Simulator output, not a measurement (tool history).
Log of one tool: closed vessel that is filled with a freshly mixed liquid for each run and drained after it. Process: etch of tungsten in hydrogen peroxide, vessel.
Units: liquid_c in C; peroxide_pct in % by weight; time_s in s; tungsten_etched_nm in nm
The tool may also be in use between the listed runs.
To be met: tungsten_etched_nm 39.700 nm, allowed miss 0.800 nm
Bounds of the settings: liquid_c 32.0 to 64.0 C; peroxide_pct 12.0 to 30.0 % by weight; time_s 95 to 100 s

{"run": 1, "hour": 0.0, "liquid_c": 48.0, "peroxide_pct": 21.0, "time_s": 95, "tungsten_etched_nm": 65.635}
{"run": 2, "hour": 8.5, "liquid_c": 47.0, "peroxide_pct": 21.0, "time_s": 95, "tungsten_etched_nm": 61.53}
{"run": 3, "hour": 17.5, "liquid_c": 51.0, "peroxide_pct": 21.0, "time_s": 95, "tungsten_etched_nm": 78.525}
{"run": 4, "hour": 19.2, "liquid_c": 46.5, "peroxide_pct": 21.0, "time_s": 95, "tungsten_etched_nm": 59.32}
{"hour": 27.9, "done": "thermometer replaced"}
{"run": 5, "hour": 27.9, "liquid_c": 45.5, "peroxide_pct": 21.0, "time_s": 95, "tungsten_etched_nm": 64.677}
{"run": 6, "hour": 32.1, "liquid_c": 43.5, "peroxide_pct": 20.5, "time_s": 95, "tungsten_etched_nm": 56.077}
{"run": 7, "hour": 35.7, "liquid_c": 42.5, "peroxide_pct": 20.5, "time_s": 95, "tungsten_etched_nm": 52.457}
{"run": 8, "hour": 42.7, "liquid_c": 41.5, "peroxide_pct": 20.5, "time_s": 95, "tungsten_etched_nm": 49.26}
{"run": 9, "hour": 49.2, "liquid_c": 41.0, "peroxide_pct": 20.5, "time_s": 95, "tungsten_etched_nm": 47.823}
{"run": 10, "hour": 53.6, "liquid_c": 40.5, "peroxide_pct": 20.5, "time_s": 95, "tungsten_etched_nm": 46.26}
{"run": 11, "hour": 61.5, "liquid_c": 37.5, "peroxide_pct": 20.5, "time_s": 95, "tungsten_etched_nm": 37.881}

5 next moves are on the table. One of them brings every result within its allowed miss. Which?
{"run": "A", "hour": 69.4, "liquid_c": 38.5, "peroxide_pct": 19.5, "time_s": 95, "tungsten_etched_nm": "?"}
{"run": "B", "hour": 69.4, "liquid_c": 38.0, "peroxide_pct": 21.0, "time_s": 100, "tungsten_etched_nm": "?"}
{"run": "C", "hour": 69.4, "liquid_c": 36.5, "peroxide_pct": 22.5, "time_s": 95, "tungsten_etched_nm": "?"}
{"run": "D", "hour": 69.4, "liquid_c": 38.0, "peroxide_pct": 23.5, "time_s": 95, "tungsten_etched_nm": "?"}
{"run": "E", "hour": 69.4, "liquid_c": 38.5, "peroxide_pct": 19.0, "time_s": 100, "tungsten_etched_nm": "?"}

move=A tungsten_etched_nm=39.934
move=B tungsten_etched_nm=42.210
move=C tungsten_etched_nm=37.581
move=D tungsten_etched_nm=42.419
move=E tungsten_etched_nm=41.493
A: meets every target
B: takes the result that was furthest off past its target
C: further off than the last run
D: takes the result that was furthest off past its target
E: takes the result that was furthest off past its target
The right move is A.
